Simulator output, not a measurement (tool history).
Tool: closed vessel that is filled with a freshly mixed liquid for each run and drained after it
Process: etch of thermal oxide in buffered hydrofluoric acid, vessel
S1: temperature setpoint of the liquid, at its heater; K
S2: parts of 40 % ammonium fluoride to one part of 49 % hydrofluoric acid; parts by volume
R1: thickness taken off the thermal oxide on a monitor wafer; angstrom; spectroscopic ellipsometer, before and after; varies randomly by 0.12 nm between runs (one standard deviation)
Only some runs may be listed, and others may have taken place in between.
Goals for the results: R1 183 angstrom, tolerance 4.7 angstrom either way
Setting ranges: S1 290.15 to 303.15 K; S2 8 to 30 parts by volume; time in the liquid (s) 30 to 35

{"run": 1, "hour": 0.0, "S1": 295.15, "S2": 22.5, "time in the liquid (s)": 35, "R1": 150.58}
{"run": 2, "hour": 8.4, "S1": 295.15, "S2": 22.5, "time in the liquid (s)": 30, "R1": 129.28}
{"run": 3, "hour": 14.9, "S1": 296.15, "S2": 22.5, "time in the liquid (s)": 30, "R1": 135.58}
{"run": 4, "hour": 16.7, "S1": 296.15, "S2": 18, "time in the liquid (s)": 30, "R1": 161.32}
{"run": 5, "hour": 24.6, "S1": 296.15, "S2": 11.5, "time in the liquid (s)": 30, "R1": 249.21}
{"hour": 28.4, "done": "hydrofluoric acid flow meter replaced"}
{"run": 6, "hour": 28.4, "S1": 294.65, "S2": 11.5, "time in the liquid (s)": 30, "R1": 246.28}
{"run": 7, "hour": 33.4, "S1": 294.15, "S2": 12.5, "time in the liquid (s)": 30, "R1": 220.01}
{"run": 8, "hour": 34.3, "S1": 293.65, "S2": 13, "time in the liquid (s)": 30, "R1": 204.15}
{"run": 9, "hour": 35.4, "S1": 293.65, "S2": 13, "time in the liquid (s)": 30, "R1": 202.42}
{"run": 10, "hour": 36.9, "S1": 293.15, "S2": 13, "time in the liquid (s)": 30, "R1": 198.52}
{"run": 11, "hour": 40.5, "S1": 291.15, "S2": 13, "time in the liquid (s)": 30, "R1": 177.96}

Exercise: of the 4 proposed moves below, exactly one satisfies all targets within the stated allowed misses. Which move is it?
{"run": "A", "hour": 44.1, "S1": 290.15, "S2": 13, "time in the liquid (s)": 35, "R1": "?"}
{"run": "B", "hour": 44.1, "S1": 290.15, "S2": 12, "time in the liquid (s)": 30, "R1": "?"}
{"run": "C", "hour": 44.1, "S1": 291.65, "S2": 12, "time in the liquid (s)": 30, "R1": "?"}
{"run": "D", "hour": 44.1, "S1": 294.65, "S2": 14.5, "time in the liquid (s)": 30, "R1": "?"}

move=A R1=195.74
move=B R1=181.47
move=C R1=197.63
move=D R1=194.21
A: the result that was furthest off in the last run now lies on the other side of its target
B: hits every target within its allowed miss
C: the result that was furthest off in the last run now lies on the other side of its target
D: the result that was furthest off in the last run now lies on the other side of its target
The move that meets every target is B.
